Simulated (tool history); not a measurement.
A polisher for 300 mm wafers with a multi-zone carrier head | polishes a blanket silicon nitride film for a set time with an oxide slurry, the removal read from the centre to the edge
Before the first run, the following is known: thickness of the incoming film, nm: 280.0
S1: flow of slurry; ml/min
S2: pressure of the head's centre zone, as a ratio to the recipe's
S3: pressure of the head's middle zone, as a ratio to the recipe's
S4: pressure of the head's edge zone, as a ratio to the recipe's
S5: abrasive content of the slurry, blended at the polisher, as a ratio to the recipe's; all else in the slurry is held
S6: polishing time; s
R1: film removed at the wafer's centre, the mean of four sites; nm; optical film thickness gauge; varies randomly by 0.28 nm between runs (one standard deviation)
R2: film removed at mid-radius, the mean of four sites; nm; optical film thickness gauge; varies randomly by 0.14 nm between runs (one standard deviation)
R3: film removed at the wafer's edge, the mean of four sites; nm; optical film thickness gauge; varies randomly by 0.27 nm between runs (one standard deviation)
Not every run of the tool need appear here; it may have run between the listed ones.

run	hour	S1	S2	S3	S4	S5	S6	R1	R2	R3
1	0	125	1	1	1	1	80	58.92	60.87	61.581
2	2.4	125	1.07	1	1	1	80	62.779	60.502	61.599
3	4.9	125	1.01	1	1	1	80	61.957	60.725	61.542
4	9.2	125	1.06	1	1	1	80	62.877	60.963	60.493
5	12.2	115	1.01	0.98	0.96	0.9	72	50.139	50.072	50.425
6	15.1	115	0.95	0.98	0.96	0.9	72	46.321	50.939	51.444
7	18	115	0.95	0.98	0.96	0.9	72	46.526	50.038	49.773
8	20.9	105	0.94	0.97	0.93	0.8	65	39.471	41.686	41.366
9	26.4	75	0.84	1	0.83	0.55	43	16.571	20.628	19.891
10	28.2	80	0.85	1	0.83	0.55	43	16.921	20.901	20.2

Predict the results of run 11:
11	33.7	85	0.86	1.01	0.83	0.55	43	?	?	?

{"run 11": {"R1": 17.197, "R2": 21.801, "R3": 20.693}}
